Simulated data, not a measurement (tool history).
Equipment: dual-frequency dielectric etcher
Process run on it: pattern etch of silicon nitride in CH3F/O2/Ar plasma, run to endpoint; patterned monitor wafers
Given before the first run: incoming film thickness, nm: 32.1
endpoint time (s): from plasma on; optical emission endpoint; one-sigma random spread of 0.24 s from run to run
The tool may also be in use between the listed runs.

Run 1, day 0.000: source power (kW) 0.430, bias power (kW) 0.091. Result: endpoint time (s) 41.902.
Run 2, day 0.188: source power (kW) 0.430, bias power (kW) 0.080. Result: endpoint time (s) 42.960.
Run 3, day 0.450: source power (kW) 0.410, bias power (kW) 0.079. Result: endpoint time (s) 43.862.
Run 4, day 0.646: source power (kW) 0.390, bias power (kW) 0.078. Result: endpoint time (s) 45.140.
Run 5, day 0.938: source power (kW) 0.380, bias power (kW) 0.077. Result: endpoint time (s) 45.675.
Run 6, day 1.017: source power (kW) 0.380, bias power (kW) 0.083. Result: endpoint time (s) 44.673.
At day 1.042: bias power generator calibrated.
Run 7, day 1.042: source power (kW) 0.370, bias power (kW) 0.082. Result: endpoint time (s) 44.849.

Run 8 is up next; what results do you expect?
Run 8, day 1.229: source power (kW) 0.360, bias power (kW) 0.081. Result: endpoint time (s) ?.

Logged for run 8: endpoint time (s) 45.290.
